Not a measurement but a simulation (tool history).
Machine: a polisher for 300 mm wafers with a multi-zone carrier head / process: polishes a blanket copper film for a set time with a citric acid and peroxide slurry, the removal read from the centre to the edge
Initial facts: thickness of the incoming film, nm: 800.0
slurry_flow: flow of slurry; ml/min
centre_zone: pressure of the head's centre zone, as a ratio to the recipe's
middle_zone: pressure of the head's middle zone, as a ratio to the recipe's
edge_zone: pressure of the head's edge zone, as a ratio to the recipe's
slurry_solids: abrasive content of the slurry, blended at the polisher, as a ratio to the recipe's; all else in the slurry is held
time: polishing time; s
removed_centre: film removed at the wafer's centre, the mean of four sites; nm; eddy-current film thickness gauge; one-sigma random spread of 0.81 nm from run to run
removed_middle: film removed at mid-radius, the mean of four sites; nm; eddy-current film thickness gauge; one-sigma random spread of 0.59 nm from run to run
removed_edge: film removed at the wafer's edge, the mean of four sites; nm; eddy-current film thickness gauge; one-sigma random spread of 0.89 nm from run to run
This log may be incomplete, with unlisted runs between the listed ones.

| run | hour | slurry_flow | centre_zone | middle_zone | edge_zone | slurry_solids | time | removed_centre | removed_middle | removed_edge |
|---|---|---|---|---|---|---|---|---|---|---|
| 1 | 0.0 | 295 | 1.00 | 1.00 | 1.00 | 1.00 | 79 | 140.28 | 134.800 | 136.580 |
| 2 | 3.7 | 295 | 1.00 | 1.00 | 0.93 | 1.00 | 79 | 140.11 | 134.680 | 135.840 |
| 3 | 11.5 | 290 | 0.96 | 1.01 | 0.93 | 0.90 | 72 | 118.05 | 120.480 | 118.980 |
| 4 | 20.2 | 290 | 0.96 | 1.01 | 0.93 | 1.00 | 72 | 117.50 | 122.210 | 120.760 |
| 5 | 23.3 | 290 | 1.01 | 1.01 | 0.93 | 1.00 | 72 | 127.39 | 124.700 | 121.910 |
| 6 | 29.8 | 290 | 1.05 | 1.01 | 0.93 | 1.00 | 72 | 133.19 | 121.610 | 122.650 |
| 7 | 35.2 | 280 | 1.00 | 1.01 | 0.93 | 0.90 | 67 | 113.95 | 110.250 | 111.500 |
| 8 | 36.2 | 280 | 1.00 | 1.01 | 0.93 | 0.90 | 67 | 114.56 | 110.800 | 111.090 |
| 9 | 44.3 | 275 | 0.96 | 1.02 | 0.93 | 0.85 | 63 | 100.65 | 104.600 | 103.450 |

Run 10 comes next. What will it give?
| 10 | 49.0 | 245 | 0.86 | 0.99 | 0.84 | 0.60 | 47 | ? | ? | ? |

Run 10 yielded removed_centre 60.55 nm, removed_middle 67.711 nm, removed_edge 68.233 nm.

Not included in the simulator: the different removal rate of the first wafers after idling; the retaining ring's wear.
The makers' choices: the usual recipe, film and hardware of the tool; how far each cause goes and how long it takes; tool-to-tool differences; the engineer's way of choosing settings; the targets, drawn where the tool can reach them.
